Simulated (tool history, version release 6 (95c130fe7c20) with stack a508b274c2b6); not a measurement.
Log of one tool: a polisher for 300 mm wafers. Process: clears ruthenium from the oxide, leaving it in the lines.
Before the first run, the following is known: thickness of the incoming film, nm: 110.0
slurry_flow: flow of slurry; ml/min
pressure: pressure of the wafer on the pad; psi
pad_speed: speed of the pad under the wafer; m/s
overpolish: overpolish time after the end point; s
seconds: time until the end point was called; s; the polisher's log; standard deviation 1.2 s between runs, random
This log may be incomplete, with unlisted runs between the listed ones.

Run 1, hour 0.0: slurry_flow 285 ml/min, pressure 1.9 psi, pad_speed 0.98 m/s, overpolish 13 s. Result: seconds 129.33 s.
Run 2, hour 8.9: slurry_flow 285 ml/min, pressure 1.8 psi, pad_speed 0.98 m/s, overpolish 13 s. Result: seconds 134.27 s.
Run 3, hour 14.9: slurry_flow 280 ml/min, pressure 1.7 psi, pad_speed 0.98 m/s, overpolish 13 s. Result: seconds 142.82 s.
Run 4, hour 21.2: slurry_flow 275 ml/min, pressure 1.7 psi, pad_speed 0.98 m/s, overpolish 13 s. Result: seconds 141.58 s.
Run 5, hour 23.3: slurry_flow 275 ml/min, pressure 1.2 psi, pad_speed 0.98 m/s, overpolish 13 s. Result: seconds 192.60 s.
Run 6, hour 25.6: slurry_flow 235 ml/min, pressure 1.2 psi, pad_speed 0.98 m/s, overpolish 13 s. Result: seconds 197.61 s.
Run 7, hour 27.5: slurry_flow 255 ml/min, pressure 1.3 psi, pad_speed 0.98 m/s, overpolish 13 s. Result: seconds 181.28 s.

The next listed run, before its measurement:
Run 8, hour 35.5: slurry_flow 260 ml/min, pressure 1.4 psi, pad_speed 0.98 m/s, overpolish 13 s. Result: seconds ?.

{"run 8": {"seconds": 171.29}}
